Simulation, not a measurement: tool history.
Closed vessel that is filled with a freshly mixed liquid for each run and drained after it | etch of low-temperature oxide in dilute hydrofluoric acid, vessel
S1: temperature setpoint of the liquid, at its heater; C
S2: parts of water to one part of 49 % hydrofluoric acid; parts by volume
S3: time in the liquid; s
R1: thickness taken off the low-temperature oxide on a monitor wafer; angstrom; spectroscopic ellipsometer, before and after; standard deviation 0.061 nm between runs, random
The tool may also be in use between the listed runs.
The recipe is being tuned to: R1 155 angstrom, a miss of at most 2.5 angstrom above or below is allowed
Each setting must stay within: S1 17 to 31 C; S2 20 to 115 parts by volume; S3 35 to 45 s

run	day	S1	S2	S3	R1
1	0	23	65	45	73.911
2	0.367	23	65	35	56.854
3	0.45	23	85	35	42.843
4	0.762	23	95	35	37.905
5	0.812	23	95	45	48.386
6	1.171	24	85	45	56.999
7	1.433	25	80	45	63.146
8	1.579	26	75	45	71.271
9	1.967	26.5	70	45	78.527
10	2.238	27	65	45	86.316
11	2.462	27.5	60	45	96.543
12	2.704	28	55	45	108.54
13	2.988	28.5	55	45	110.21
14	3.221	29	55	45	111.93
15	3.392	31	35	45	197.4
16	3.725	27	35	45	168.37
17	3.767	26.5	35	45	164.57
18	3.921	25.5	35	45	158.12

Next run, 4 choices. One meets every target within its allowed miss, the rest don't. Which?
A	4.075	25	30	40	?
B	4.075	28	30	35	?
C	4.075	24	30	40	?
D	4.075	29	35	40	?

move	R1
A	161.48
B	159.82
C	154.89
D	161.78
A: its largest miss is bigger than the last run's
B: its largest miss is bigger than the last run's
C: hits every target within its allowed miss
D: its largest miss is bigger than the last run's
Move C is the one to make.
